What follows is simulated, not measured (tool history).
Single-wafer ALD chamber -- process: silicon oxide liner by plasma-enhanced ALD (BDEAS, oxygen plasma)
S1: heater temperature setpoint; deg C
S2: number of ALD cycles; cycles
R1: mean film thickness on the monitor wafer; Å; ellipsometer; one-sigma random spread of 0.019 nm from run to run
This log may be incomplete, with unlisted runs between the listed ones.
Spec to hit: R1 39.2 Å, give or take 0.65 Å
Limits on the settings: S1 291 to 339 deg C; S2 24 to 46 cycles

Run 1, hour 0: S1 315 deg C, S2 35 cycles. Result: R1 31.737 Å.
Run 2, hour 6.8: S1 315 deg C, S2 38 cycles. Result: R1 34.602 Å.
Run 3, hour 11.6: S1 314 deg C, S2 39 cycles. Result: R1 35.068 Å.
Run 4, hour 18.6: S1 314 deg C, S2 40 cycles. Result: R1 36.213 Å.
Run 5, hour 23.6: S1 314 deg C, S2 41 cycles. Result: R1 37.122 Å.
Run 6, hour 28.5: S1 304 deg C, S2 41 cycles. Result: R1 37.878 Å.
Run 7, hour 35.7: S1 303 deg C, S2 41 cycles. Result: R1 37.874 Å.
Run 8, hour 40.3: S1 303 deg C, S2 41 cycles. Result: R1 37.838 Å.

Next run, 4 choices. One meets every target within its allowed miss, the rest don't. Which?
Run A, hour 44.9: S1 291 deg C, S2 38 cycles. Result: R1 ?.
Run B, hour 44.9: S1 308 deg C, S2 44 cycles. Result: R1 ?.
Run C, hour 44.9: S1 298 deg C, S2 42 cycles. Result: R1 ?.
Run D, hour 44.9: S1 315 deg C, S2 40 cycles. Result: R1 ?.

move      R1
   A  36.596
   B  40.328
   C  39.374
   D  36.271
A: misses by more than the last run did
B: carries the result that was furthest off beyond its target, to the other side
C: in spec on every target
D: misses by more than the last run did
Go with C: it meets all targets.
